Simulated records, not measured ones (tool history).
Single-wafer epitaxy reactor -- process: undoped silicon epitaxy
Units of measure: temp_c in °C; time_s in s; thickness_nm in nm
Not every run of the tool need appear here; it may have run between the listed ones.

| run | hour | temp_c | time_s | thickness_nm |
|---|---|---|---|---|
| 1 | 0.0 | 660 | 442 | 88.661 |
| 2 | 7.2 | 669 | 442 | 105.170 |
| 3 | 12.0 | 674 | 442 | 117.090 |
| 4 | 18.4 | 674 | 405 | 107.570 |
| 5 | 24.8 | 674 | 442 | 115.990 |
| 6 | 29.1 | 683 | 442 | 139.260 |
| 7 | 38.0 | 670 | 425 | 104.450 |
| 8 | 41.7 | 660 | 410 | 83.049 |
| 9 | 42.5 | 653 | 400 | 69.972 |
| 10 | 50.0 | 648 | 397 | 63.543 |
| 11 | 53.2 | 645 | 393 | 58.704 |
| 12 | 57.9 | 642 | 392 | 55.693 |
| 13 | 59.4 | 640 | 390 | 52.866 |
| 14 | 62.6 | 639 | 390 | 51.767 |

Run 15, settings as shown, results not yet in. Your forecast:
| 15 | 69.7 | 638 | 390 | ? |

{"run 15": {"thickness_nm": 50.231}}
